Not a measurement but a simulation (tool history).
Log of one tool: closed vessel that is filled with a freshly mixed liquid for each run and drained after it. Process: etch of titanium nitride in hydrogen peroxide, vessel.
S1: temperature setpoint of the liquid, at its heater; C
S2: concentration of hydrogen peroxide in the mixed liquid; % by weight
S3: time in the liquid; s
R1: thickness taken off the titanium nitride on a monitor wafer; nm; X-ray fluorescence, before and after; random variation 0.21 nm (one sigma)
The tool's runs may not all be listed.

Run 1, hour 0: S1 57 C, S2 20 % by weight, S3 985 s. Result: R1 59.924 nm.
Run 2, hour 5.6: S1 54 C, S2 20 % by weight, S3 985 s. Result: R1 48.616 nm.
Run 3, hour 9.4: S1 52 C, S2 20 % by weight, S3 985 s. Result: R1 42.734 nm.
Run 4, hour 15.8: S1 50 C, S2 20 % by weight, S3 985 s. Result: R1 36.303 nm.
Run 5, hour 24.5: S1 50 C, S2 20 % by weight, S3 985 s. Result: R1 36.433 nm.
Run 6, hour 29: S1 49 C, S2 20 % by weight, S3 985 s. Result: R1 34.301 nm.
Run 7, hour 34.6: S1 48 C, S2 20 % by weight, S3 985 s. Result: R1 31.876 nm.

Run 8 comes next. What will it give?
Run 8, hour 40: S1 47.5 C, S2 20 % by weight, S3 985 s. Result: R1 ?.

R1: 30.709 nm

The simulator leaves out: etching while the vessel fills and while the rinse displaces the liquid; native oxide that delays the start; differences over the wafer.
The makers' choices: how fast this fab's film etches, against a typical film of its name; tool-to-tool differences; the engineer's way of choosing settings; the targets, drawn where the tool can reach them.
